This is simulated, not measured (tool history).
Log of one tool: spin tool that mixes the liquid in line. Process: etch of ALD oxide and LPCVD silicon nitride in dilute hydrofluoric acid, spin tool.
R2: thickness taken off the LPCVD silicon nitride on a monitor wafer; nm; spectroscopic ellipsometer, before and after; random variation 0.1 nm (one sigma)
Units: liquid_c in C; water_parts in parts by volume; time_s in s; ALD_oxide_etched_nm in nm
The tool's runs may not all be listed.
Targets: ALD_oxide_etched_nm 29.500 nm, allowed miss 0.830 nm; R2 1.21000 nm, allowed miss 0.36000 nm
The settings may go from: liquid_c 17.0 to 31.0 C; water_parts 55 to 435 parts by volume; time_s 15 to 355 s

run 1 hour=0.0 | liquid_c=23.0 water_parts=245 time_s=180 | ALD_oxide_etched_nm=9.963 R2=0.38382
run 2 hour=8.6 | liquid_c=25.5 water_parts=190 time_s=180 | ALD_oxide_etched_nm=14.755 R2=0.60076
run 3 hour=16.9 | liquid_c=24.0 water_parts=190 time_s=180 | ALD_oxide_etched_nm=14.112 R2=0.56453
run 4 hour=24.0 | liquid_c=24.0 water_parts=190 time_s=235 | ALD_oxide_etched_nm=18.218 R2=0.68092
run 5 hour=31.2 | liquid_c=26.0 water_parts=175 time_s=235 | ALD_oxide_etched_nm=21.672 R2=0.88006
run 6 hour=39.9 | liquid_c=26.0 water_parts=175 time_s=210 | ALD_oxide_etched_nm=19.304 R2=0.80348
run 7 hour=41.4 | liquid_c=27.0 water_parts=160 time_s=210 | ALD_oxide_etched_nm=22.243 R2=0.81618
run 8 hour=42.2 | liquid_c=28.5 water_parts=155 time_s=210 | ALD_oxide_etched_nm=24.661 R2=0.94852
run 9 hour=45.5 | liquid_c=29.5 water_parts=150 time_s=210 | ALD_oxide_etched_nm=26.291 R2=1.08640
run 10 hour=53.9 | liquid_c=30.0 water_parts=145 time_s=210 | ALD_oxide_etched_nm=28.199 R2=1.27980

Which of these 5 next moves meets every target?
run A hour=62.3 | liquid_c=28.0 water_parts=140 time_s=230 | ALD_oxide_etched_nm=? R2=?
run B hour=62.3 | liquid_c=21.0 water_parts=130 time_s=245 | ALD_oxide_etched_nm=? R2=?
run C hour=62.3 | liquid_c=24.0 water_parts=130 time_s=225 | ALD_oxide_etched_nm=? R2=?
run D hour=62.3 | liquid_c=27.0 water_parts=165 time_s=305 | ALD_oxide_etched_nm=? R2=?
run E hour=62.3 | liquid_c=18.5 water_parts=80 time_s=165 | ALD_oxide_etched_nm=? R2=?

move=A ALD_oxide_etched_nm=29.988 R2=1.28750
move=B ALD_oxide_etched_nm=26.597 R2=0.93877
move=C ALD_oxide_etched_nm=27.485 R2=1.05060
move=D ALD_oxide_etched_nm=31.533 R2=1.36000
move=E ALD_oxide_etched_nm=27.757 R2=0.85616
A: meets every target
B: further off than the last run
C: further off than the last run
D: takes the result that was furthest off past its target
E: further off than the last run
Answer: A
